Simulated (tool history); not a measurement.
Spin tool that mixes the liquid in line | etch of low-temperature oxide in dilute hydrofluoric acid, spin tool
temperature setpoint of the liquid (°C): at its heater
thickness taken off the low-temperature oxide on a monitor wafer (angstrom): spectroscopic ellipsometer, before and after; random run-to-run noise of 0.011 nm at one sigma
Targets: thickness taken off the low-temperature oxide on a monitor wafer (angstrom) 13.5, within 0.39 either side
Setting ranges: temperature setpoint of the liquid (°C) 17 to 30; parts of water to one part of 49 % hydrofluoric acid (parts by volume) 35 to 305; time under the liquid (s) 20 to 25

run  hour  temperature setpoint of the liquid (°C)  parts of water to one part of 49 % hydrofluoric acid (parts by volume)  time under the liquid (s)  thickness taken off the low-temperature oxide on a monitor wafer (angstrom)
  1     0                                       22                                                                     170                         25                                                                       24.893
  2   0.5                                     20.5                                                                     185                         25                                                                       21.427
  3   6.9                                     17.5                                                                     185                         25                                                                       18.766
  4  11.4                                     17.5                                                                     195                         25                                                                        18.01
  5  17.6                                     17.5                                                                     205                         25                                                                        16.68
  6  20.1                                     19.5                                                                     205                         25                                                                       18.056
  7    24                                       19                                                                     215                         25                                                                        16.91
  8  27.6                                     18.5                                                                     220                         25                                                                       16.041

Pick the move, out of 4, that brings all results within their allowed miss; only one does.
  A  31.2                                       17                                                                     160                         20                                                                            ?
  B  31.2                                     18.5                                                                     180                         25                                                                            ?
  C  31.2                                       20                                                                     220                         20                                                                            ?
  D  31.2                                     18.5                                                                     175                         25                                                                            ?

move  thickness taken off the low-temperature oxide on a monitor wafer (angstrom)
   A                                                                       17.272
   B                                                                       19.996
   C                                                                        13.35
   D                                                                       20.668
A: lands further from the targets than the last run did
B: lands further from the targets than the last run did
C: all results land within tolerance of their targets
D: lands further from the targets than the last run did
Move C is the one to make.
